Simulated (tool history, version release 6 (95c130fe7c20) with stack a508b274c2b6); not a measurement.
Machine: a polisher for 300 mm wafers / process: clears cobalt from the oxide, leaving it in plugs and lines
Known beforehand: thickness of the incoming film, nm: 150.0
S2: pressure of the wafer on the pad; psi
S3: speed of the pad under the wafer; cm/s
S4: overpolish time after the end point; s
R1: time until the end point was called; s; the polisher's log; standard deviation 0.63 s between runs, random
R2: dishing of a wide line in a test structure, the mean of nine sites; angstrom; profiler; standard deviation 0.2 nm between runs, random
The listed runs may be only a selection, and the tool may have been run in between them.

{"run": 1, "hour": 0.0, "flow of slurry (ml/min)": 165, "S2": 1.3, "S3": 104, "S4": 12, "R1": 53.354, "R2": 282.65}
{"run": 2, "hour": 5.9, "flow of slurry (ml/min)": 165, "S2": 1.3, "S3": 104, "S4": 10, "R1": 51.275, "R2": 239.82}
{"run": 3, "hour": 9.8, "flow of slurry (ml/min)": 165, "S2": 1.3, "S3": 104, "S4": 15, "R1": 50.951, "R2": 333.34}
{"run": 4, "hour": 11.8, "flow of slurry (ml/min)": 165, "S2": 1.3, "S3": 84, "S4": 15, "R1": 60.647, "R2": 296.5}
{"run": 5, "hour": 14.3, "flow of slurry (ml/min)": 165, "S2": 1.3, "S3": 72, "S4": 15, "R1": 69.617, "R2": 261.06}
{"run": 6, "hour": 19.9, "flow of slurry (ml/min)": 180, "S2": 1.5, "S3": 66, "S4": 12, "R1": 63.835, "R2": 238.53}
{"hour": 26.9, "done": "worn pad replaced by a new one"}
{"run": 7, "hour": 26.9, "flow of slurry (ml/min)": 160, "S2": 1.5, "S3": 78, "S4": 10, "R1": 54.503, "R2": 235.24}
{"run": 8, "hour": 34.0, "flow of slurry (ml/min)": 145, "S2": 1.4, "S3": 84, "S4": 8, "R1": 57.579, "R2": 191.37}
{"run": 9, "hour": 42.1, "flow of slurry (ml/min)": 100, "S2": 1, "S3": 112, "S4": 4, "R1": 66.586, "R2": 86.08}

The next listed run, before its measurement:
{"run": 10, "hour": 44.0, "flow of slurry (ml/min)": 100, "S2": 1.1, "S3": 120, "S4": 4, "R1": "?", "R2": "?"}

R1: 57.474 s
R2: 101.21 angstrom
